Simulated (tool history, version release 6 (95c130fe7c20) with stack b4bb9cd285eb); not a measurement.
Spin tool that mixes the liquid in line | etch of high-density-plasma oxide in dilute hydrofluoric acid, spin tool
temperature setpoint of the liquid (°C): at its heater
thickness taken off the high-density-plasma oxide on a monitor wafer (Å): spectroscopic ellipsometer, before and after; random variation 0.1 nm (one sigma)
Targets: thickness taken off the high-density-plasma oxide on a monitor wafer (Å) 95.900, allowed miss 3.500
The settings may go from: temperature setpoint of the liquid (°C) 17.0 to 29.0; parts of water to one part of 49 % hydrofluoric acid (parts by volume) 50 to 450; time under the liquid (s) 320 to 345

run  hour  temperature setpoint of the liquid (°C)  parts of water to one part of 49 % hydrofluoric acid (parts by volume)  time under the liquid (s)  thickness taken off the high-density-plasma oxide on a monitor wafer (Å)
  1   0.0                                     21.0                                                                     250                        320                                                                    48.542
  2   0.5                                     18.5                                                                     250                        320                                                                    43.475
  3   7.4                                     20.5                                                                     235                        320                                                                    50.094
  4   9.7                                     20.5                                                                     205                        320                                                                    60.530
  5  13.0                                     17.5                                                                     205                        320                                                                    52.541
  6  14.9                                     19.5                                                                     200                        320                                                                    58.990
  7  22.1                                     21.0                                                                     195                        320                                                                    64.439
  8  24.4                                     22.5                                                                     190                        320                                                                    70.530
  9  29.5                                     23.5                                                                     185                        320                                                                    74.969
 10  32.5                                     24.5                                                                     185                        320                                                                    78.182
 11  38.0                                     25.5                                                                     185                        320                                                                    81.226
 12  46.5                                     26.0                                                                     185                        320                                                                    81.436
 13  52.0                                     26.0                                                                     185                        320                                                                    83.532
     53.5  -- thermometer replaced
 14  53.5                                     26.5                                                                     185                        320                                                                    89.700
 15  57.4                                     27.0                                                                     185                        320                                                                    92.521

5 next moves are on the table. One of them brings every result within its allowed miss. Which?
  A  61.3                                     25.0                                                                     200                        345                                                                         ?
  B  61.3                                     28.0                                                                     195                        320                                                                         ?
  C  61.3                                     29.0                                                                     215                        345                                                                         ?
  D  61.3                                     28.0                                                                     190                        330                                                                         ?
  E  61.3                                     26.0                                                                     185                        320                                                                         ?

move  thickness taken off the high-density-plasma oxide on a monitor wafer (Å)
   A                                                                    82.989
   B                                                                    88.460
   C                                                                    87.491
   D                                                                    94.182
   E                                                                    87.779
A: further off than the last run
B: further off than the last run
C: further off than the last run
D: meets every target
E: further off than the last run
The right move is D.

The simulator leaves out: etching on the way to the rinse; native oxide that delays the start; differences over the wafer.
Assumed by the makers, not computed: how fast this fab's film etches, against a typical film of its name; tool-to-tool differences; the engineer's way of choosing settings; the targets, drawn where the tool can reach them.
